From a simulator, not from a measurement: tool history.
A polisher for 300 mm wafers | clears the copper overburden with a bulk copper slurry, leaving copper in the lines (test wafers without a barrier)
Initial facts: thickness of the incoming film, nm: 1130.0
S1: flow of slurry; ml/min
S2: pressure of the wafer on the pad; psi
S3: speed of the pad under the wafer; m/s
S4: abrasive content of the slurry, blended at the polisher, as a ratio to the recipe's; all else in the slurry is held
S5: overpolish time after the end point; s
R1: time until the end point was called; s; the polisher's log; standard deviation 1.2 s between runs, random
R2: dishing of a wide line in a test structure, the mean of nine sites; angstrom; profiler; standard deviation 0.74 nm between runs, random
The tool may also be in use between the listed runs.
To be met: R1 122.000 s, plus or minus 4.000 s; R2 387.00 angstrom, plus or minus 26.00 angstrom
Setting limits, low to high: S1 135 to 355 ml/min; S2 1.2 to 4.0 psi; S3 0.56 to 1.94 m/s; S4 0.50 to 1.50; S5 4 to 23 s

| run | day | S1 | S2 | S3 | S4 | S5 | R1 | R2 |
|---|---|---|---|---|---|---|---|---|
| 1 | 0.000 | 225 | 2.6 | 1.24 | 1.00 | 12 | 88.118 | 866.35 |
| 2 | 0.042 | 260 | 2.6 | 1.24 | 1.00 | 12 | 86.359 | 879.74 |
| 3 | 0.138 | 260 | 3.2 | 1.24 | 1.00 | 12 | 72.110 | 1046.90 |
| 4 | 0.404 | 260 | 3.2 | 1.24 | 1.00 | 8 | 70.881 | 793.32 |
| 5 | 0.692 | 260 | 3.2 | 1.24 | 1.00 | 6 | 70.609 | 644.60 |
| 6 | 0.808 | 285 | 3.2 | 1.24 | 1.00 | 6 | 70.041 | 653.64 |
| 7 | 0.871 | 285 | 2.9 | 1.24 | 1.00 | 6 | 75.735 | 601.10 |
| 8 | 1.096 | 280 | 2.7 | 1.24 | 1.00 | 6 | 82.464 | 548.16 |
| 9 | 1.254 | 275 | 2.5 | 1.24 | 1.00 | 6 | 89.481 | 519.38 |
| 10 | 1.608 | 275 | 2.5 | 1.24 | 1.00 | 6 | 89.656 | 505.99 |
| 11 | 1.662 | 270 | 2.4 | 1.24 | 1.00 | 6 | 92.068 | 486.82 |
| 12 | 2.021 | 265 | 2.3 | 1.24 | 1.00 | 6 | 97.343 | 478.13 |
| 13 | 2.075 | 255 | 2.2 | 1.24 | 1.00 | 6 | 101.040 | 449.93 |
| 14 | 2.283 | 250 | 2.1 | 1.24 | 1.00 | 6 | 107.370 | 434.85 |
| 15 | 2.308 | 240 | 2.1 | 1.24 | 1.00 | 6 | 109.510 | 431.32 |
| 16 | 2.633 | 230 | 2.1 | 1.24 | 1.00 | 6 | 106.140 | 428.67 |

Which of these 5 next moves meets every target?
| A | 2.958 | 240 | 2.0 | 1.22 | 1.05 | 7 | ? | ? |
| B | 2.958 | 235 | 2.1 | 1.10 | 0.95 | 7 | ? | ? |
| C | 2.958 | 235 | 2.1 | 1.06 | 1.05 | 6 | ? | ? |
| D | 2.958 | 240 | 2.0 | 1.16 | 0.95 | 7 | ? | ? |
| E | 2.958 | 235 | 2.2 | 1.02 | 1.00 | 5 | ? | ? |

| move | R1 | R2 |
|---|---|---|
| A | 111.550 | 468.53 |
| B | 120.040 | 442.34 |
| C | 121.240 | 384.46 |
| D | 119.580 | 442.15 |
| E | 121.400 | 328.09 |
A: nearer than the last run, and not there yet
B: brings the result that was furthest off to its target, and leaves another outside
C: all results in spec
D: brings the result that was furthest off to its target, and leaves another outside
E: brings the result that was furthest off to its target, and leaves another outside
The move that meets every target is C.
